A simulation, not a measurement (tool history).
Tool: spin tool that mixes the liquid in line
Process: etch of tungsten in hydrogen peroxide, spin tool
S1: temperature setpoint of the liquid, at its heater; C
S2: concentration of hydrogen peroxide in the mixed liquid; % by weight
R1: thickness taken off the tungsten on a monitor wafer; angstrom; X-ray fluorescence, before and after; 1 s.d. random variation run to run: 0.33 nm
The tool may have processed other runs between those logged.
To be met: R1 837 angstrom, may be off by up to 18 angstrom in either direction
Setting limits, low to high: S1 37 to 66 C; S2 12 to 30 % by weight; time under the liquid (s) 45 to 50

{"run": 1, "day": 0.0, "S1": 53, "S2": 21.5, "time under the liquid (s)": 45, "R1": 674.03}
{"run": 2, "day": 0.362, "S1": 53.5, "S2": 21.5, "time under the liquid (s)": 45, "R1": 698.29}
{"run": 3, "day": 0.546, "S1": 53.5, "S2": 21.5, "time under the liquid (s)": 50, "R1": 776.77}
{"run": 4, "day": 0.592, "S1": 47.5, "S2": 21.5, "time under the liquid (s)": 50, "R1": 540.91}
{"run": 5, "day": 0.617, "S1": 48.5, "S2": 21.5, "time under the liquid (s)": 50, "R1": 570.92}
{"run": 6, "day": 0.967, "S1": 43, "S2": 21.5, "time under the liquid (s)": 50, "R1": 403.33}
{"run": 7, "day": 1.279, "S1": 45, "S2": 21.5, "time under the liquid (s)": 50, "R1": 459.79}
{"run": 8, "day": 1.321, "S1": 46.5, "S2": 21.5, "time under the liquid (s)": 50, "R1": 504.93}

4 candidate next runs follow, results not yet known. Just one meets every target within its allowed miss. Identify it.
{"run": "A", "day": 1.362, "S1": 56.5, "S2": 17.5, "time under the liquid (s)": 50, "R1": "?"}
{"run": "B", "day": 1.362, "S1": 56, "S2": 20.5, "time under the liquid (s)": 50, "R1": "?"}
{"run": "C", "day": 1.362, "S1": 53, "S2": 28.5, "time under the liquid (s)": 50, "R1": "?"}
{"run": "D", "day": 1.362, "S1": 53.5, "S2": 22, "time under the liquid (s)": 50, "R1": "?"}

move=A R1=833.03
move=B R1=875.48
move=C R1=863.64
move=D R1=781.86
A: every result lands within tolerance
B: moves the result that the last run missed by most past its target, out the other side
C: moves the result that the last run missed by most past its target, out the other side
D: closer than the last run, but not yet in spec
A meets every target.
